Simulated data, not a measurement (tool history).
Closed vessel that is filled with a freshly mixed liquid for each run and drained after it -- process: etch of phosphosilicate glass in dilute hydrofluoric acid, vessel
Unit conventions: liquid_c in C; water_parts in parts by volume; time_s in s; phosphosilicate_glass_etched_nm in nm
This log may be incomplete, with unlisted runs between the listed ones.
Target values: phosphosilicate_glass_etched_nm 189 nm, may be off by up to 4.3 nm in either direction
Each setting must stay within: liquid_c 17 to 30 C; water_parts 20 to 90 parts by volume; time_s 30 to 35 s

| run | hour | liquid_c | water_parts | time_s | phosphosilicate_glass_etched_nm |
|---|---|---|---|---|---|
| 1 | 0 | 22 | 50 | 35 | 115.42 |
| 2 | 1.9 | 22 | 50 | 30 | 99.489 |
| 3 | 10.7 | 22 | 60 | 30 | 81.665 |
| 4 | 18.2 | 22 | 75 | 30 | 64.109 |
| 5 | 22.6 | 24 | 65 | 30 | 81.343 |
|  | 25.9 | hydrofluoric acid flow meter replaced |
| 6 | 25.9 | 26 | 65 | 30 | 83.105 |
| 7 | 31.5 | 27 | 55 | 30 | 102.67 |
| 8 | 35.9 | 27.5 | 50 | 30 | 116.59 |
| 9 | 39.4 | 28 | 45 | 30 | 132.8 |
| 10 | 44 | 28.5 | 40 | 30 | 156.35 |
| 11 | 52.6 | 29 | 40 | 30 | 157.32 |
| 12 | 57.3 | 29 | 40 | 30 | 156.43 |

Which single option among these 4 for the next run brings every result within its allowed miss of target? Just one does.
| A | 62 | 29 | 35 | 30 | ? |
| B | 62 | 29.5 | 40 | 35 | ? |
| C | 62 | 28.5 | 35 | 30 | ? |
| D | 62 | 28.5 | 40 | 35 | ? |

| move | phosphosilicate_glass_etched_nm |
|---|---|
| A | 180.81 |
| B | 186.86 |
| C | 177.21 |
| D | 179.55 |
A: nearer the targets than the last run, but a result is still out of spec
B: every result within its allowed miss
C: nearer the targets than the last run, but a result is still out of spec
D: nearer the targets than the last run, but a result is still out of spec
B is the move that brings every result within its allowed miss.

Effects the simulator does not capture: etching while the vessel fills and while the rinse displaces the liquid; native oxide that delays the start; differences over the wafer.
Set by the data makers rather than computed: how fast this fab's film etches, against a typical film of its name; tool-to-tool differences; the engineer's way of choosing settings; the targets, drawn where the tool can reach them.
